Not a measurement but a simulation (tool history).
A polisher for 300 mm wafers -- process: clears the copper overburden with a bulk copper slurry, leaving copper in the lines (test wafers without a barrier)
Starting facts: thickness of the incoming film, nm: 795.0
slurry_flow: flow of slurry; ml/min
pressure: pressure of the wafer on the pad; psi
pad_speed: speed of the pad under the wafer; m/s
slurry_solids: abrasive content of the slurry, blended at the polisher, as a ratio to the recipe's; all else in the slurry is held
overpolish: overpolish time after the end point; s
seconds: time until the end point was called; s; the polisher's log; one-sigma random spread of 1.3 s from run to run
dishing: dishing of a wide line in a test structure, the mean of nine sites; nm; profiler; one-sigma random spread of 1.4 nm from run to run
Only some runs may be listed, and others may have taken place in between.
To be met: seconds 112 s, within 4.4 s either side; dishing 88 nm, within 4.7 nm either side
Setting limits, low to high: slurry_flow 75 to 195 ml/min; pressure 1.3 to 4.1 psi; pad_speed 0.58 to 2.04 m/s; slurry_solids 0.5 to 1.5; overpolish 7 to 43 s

| run | hour | slurry_flow | pressure | pad_speed | slurry_solids | overpolish | seconds | dishing |
|---|---|---|---|---|---|---|---|---|
| 1 | 0 | 125 | 2.7 | 1.3 | 1 | 22 | 80.282 | 84.682 |
| 2 | 6.6 | 135 | 2.7 | 1.3 | 1 | 22 | 78.065 | 84.666 |
| 3 | 7.6 | 125 | 2.5 | 1.28 | 1 | 25 | 86.692 | 83.043 |
| 4 | 8.9 | 115 | 2.4 | 1.26 | 1 | 29 | 92.983 | 87.332 |
| 5 | 14.9 | 115 | 2.4 | 1.26 | 0.9 | 29 | 94.463 | 84.504 |
| 6 | 23.3 | 115 | 2.4 | 1.26 | 0.9 | 35 | 96.673 | 90.386 |
| 7 | 28.3 | 110 | 2.3 | 1.26 | 0.9 | 36 | 98.876 | 90.99 |
| 8 | 31.9 | 110 | 2.2 | 1.26 | 0.9 | 37 | 107.1 | 88.778 |

Of the 5 settings listed for the next run, only one would bring every result within its allowed miss of target. Which one?
| A | 35.5 | 130 | 2.2 | 1.18 | 0.8 | 39 | ? | ? |
| B | 35.5 | 130 | 2 | 1.16 | 0.95 | 43 | ? | ? |
| C | 35.5 | 125 | 2 | 1.24 | 0.95 | 30 | ? | ? |
| D | 35.5 | 75 | 2.3 | 1.3 | 0.85 | 29 | ? | ? |
| E | 35.5 | 125 | 2.2 | 1.06 | 0.9 | 40 | ? | ? |

| move | seconds | dishing |
|---|---|---|
| A | 110.6 | 88.775 |
| B | 118.77 | 86.96 |
| C | 112.31 | 77.285 |
| D | 112.07 | 78.844 |
| E | 120.64 | 86.79 |
A: in spec on every target
B: the result that was furthest off in the last run now lies on the other side of its target
C: the furthest-off result lands on target, but another misses its tolerance
D: the furthest-off result lands on target, but another misses its tolerance
E: the result that was furthest off in the last run now lies on the other side of its target
The move that meets every target is A.
